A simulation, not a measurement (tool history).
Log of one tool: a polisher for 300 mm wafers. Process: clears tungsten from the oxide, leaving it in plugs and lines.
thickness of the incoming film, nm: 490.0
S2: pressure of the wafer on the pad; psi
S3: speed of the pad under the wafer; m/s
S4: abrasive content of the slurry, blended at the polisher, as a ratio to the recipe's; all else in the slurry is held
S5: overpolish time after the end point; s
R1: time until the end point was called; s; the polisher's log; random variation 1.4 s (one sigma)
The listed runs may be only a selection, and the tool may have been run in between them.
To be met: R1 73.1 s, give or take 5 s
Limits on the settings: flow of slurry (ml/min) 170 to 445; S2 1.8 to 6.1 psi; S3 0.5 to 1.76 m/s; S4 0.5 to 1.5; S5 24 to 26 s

run 1 day=0 | flow_of_slurry_(ml/min)=285 S2=3.9 S3=1.12 S4=1 S5=24 | R1=108.44
run 2 day=0.275 | flow_of_slurry_(ml/min)=285 S2=4.3 S3=1.14 S4=1 S5=24 | R1=101.26
run 3 day=0.567 | flow_of_slurry_(ml/min)=285 S2=4.3 S3=0.9 S4=1 S5=24 | R1=131.4
run 4 day=0.671 | flow_of_slurry_(ml/min)=285 S2=4.3 S3=0.9 S4=1.1 S5=24 | R1=124.54
run 5 day=0.958 | flow_of_slurry_(ml/min)=285 S2=4.3 S3=0.9 S4=1.1 S5=24 | R1=125.4
run 6 day=1.021 | flow_of_slurry_(ml/min)=285 S2=4.3 S3=0.9 S4=1.2 S5=24 | R1=122.38
run 7 day=1.258 | flow_of_slurry_(ml/min)=285 S2=5.4 S3=1.02 S4=1.2 S5=24 | R1=92.764
run 8 day=1.292 | flow_of_slurry_(ml/min)=285 S2=5.6 S3=1.06 S4=1.2 S5=24 | R1=85.564
run 9 day=1.583 | flow_of_slurry_(ml/min)=285 S2=5.7 S3=1.08 S4=1.2 S5=24 | R1=80.895
run 10 day=1.75 | flow_of_slurry_(ml/min)=285 S2=5.8 S3=1.1 S4=1.2 S5=24 | R1=80.201
run 11 day=2.042 | flow_of_slurry_(ml/min)=285 S2=5.8 S3=1.1 S4=1.2 S5=24 | R1=80.71

4 candidate next runs follow, results not yet known. Just one meets every target within its allowed miss. Identify it.
run A day=2.333 | flow_of_slurry_(ml/min)=295 S2=5.8 S3=1.02 S4=1.2 S5=24 | R1=?
run B day=2.333 | flow_of_slurry_(ml/min)=320 S2=5.8 S3=1 S4=1.05 S5=24 | R1=?
run C day=2.333 | flow_of_slurry_(ml/min)=280 S2=5.4 S3=0.86 S4=1.4 S5=24 | R1=?
run D day=2.333 | flow_of_slurry_(ml/min)=360 S2=6.1 S3=1.14 S4=1.1 S5=26 | R1=?

move=A R1=84.937
move=B R1=88.544
move=C R1=102.96
move=D R1=73.407
A: misses by more than the last run did
B: misses by more than the last run did
C: misses by more than the last run did
D: each result inside its tolerance
D meets every target.

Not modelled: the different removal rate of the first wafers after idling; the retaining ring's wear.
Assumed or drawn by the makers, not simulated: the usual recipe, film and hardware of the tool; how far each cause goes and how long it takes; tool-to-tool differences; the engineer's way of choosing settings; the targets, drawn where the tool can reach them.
